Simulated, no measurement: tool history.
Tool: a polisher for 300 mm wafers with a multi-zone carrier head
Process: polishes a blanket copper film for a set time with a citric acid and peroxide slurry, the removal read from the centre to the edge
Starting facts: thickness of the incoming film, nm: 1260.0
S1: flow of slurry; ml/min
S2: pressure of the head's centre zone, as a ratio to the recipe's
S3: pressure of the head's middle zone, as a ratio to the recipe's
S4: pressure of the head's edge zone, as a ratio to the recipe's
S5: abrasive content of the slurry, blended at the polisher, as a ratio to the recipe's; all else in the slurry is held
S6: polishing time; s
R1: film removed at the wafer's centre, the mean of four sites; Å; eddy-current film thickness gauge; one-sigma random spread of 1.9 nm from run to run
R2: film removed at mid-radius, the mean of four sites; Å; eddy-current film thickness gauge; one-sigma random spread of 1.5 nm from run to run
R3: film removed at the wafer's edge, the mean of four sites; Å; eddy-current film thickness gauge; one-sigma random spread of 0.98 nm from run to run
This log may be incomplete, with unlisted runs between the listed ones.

run  hour   S1    S2    S3    S4    S5  S6      R1      R2      R3
  1   0.0  300  1.00  1.00  1.00  1.00  85  1181.8  1188.0  1211.7
  2   7.5  315  1.04  1.06  1.02  1.15  86  1286.5  1286.7  1285.3
  3  10.4  315  1.04  1.06  1.02  0.95  86  1286.0  1224.2  1229.5
  4  14.3  330  1.06  1.10  1.01  1.10  87  1308.5  1338.2  1282.2
  5  20.8  330  1.06  1.10  1.04  1.10  87  1314.3  1321.2  1298.4
  6  24.9  330  1.06  1.10  1.01  1.10  87  1338.3  1329.5  1268.4
  7  33.9  330  1.06  1.10  1.01  1.10  87  1302.8  1337.5  1269.3

Predict the results of run 8:
  8  35.3  335  1.10  1.13  1.02  1.20  88   ?   ?   ?

Run 8 measured R1 1427.7 Å, R2 1430.2 Å, R3 1335.8 Å.
